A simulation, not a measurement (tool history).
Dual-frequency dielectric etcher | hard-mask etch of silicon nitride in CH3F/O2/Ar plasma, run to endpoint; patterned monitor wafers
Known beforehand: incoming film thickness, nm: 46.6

run  hour  source power (kW)  bias power (kW)  endpoint time (s)
  1   0.0              0.390            0.086             59.785
  2   1.5              0.390            0.095             57.690
  3   4.5              0.400            0.096             56.671
  4   8.3              0.330            0.096             60.559
  5  11.1              0.350            0.097             58.579
  6  17.3              0.370            0.098             57.884

Expected results for the next run?
  7  22.9              0.380            0.099                  ?

Logged for run 7: endpoint time (s) 56.863.

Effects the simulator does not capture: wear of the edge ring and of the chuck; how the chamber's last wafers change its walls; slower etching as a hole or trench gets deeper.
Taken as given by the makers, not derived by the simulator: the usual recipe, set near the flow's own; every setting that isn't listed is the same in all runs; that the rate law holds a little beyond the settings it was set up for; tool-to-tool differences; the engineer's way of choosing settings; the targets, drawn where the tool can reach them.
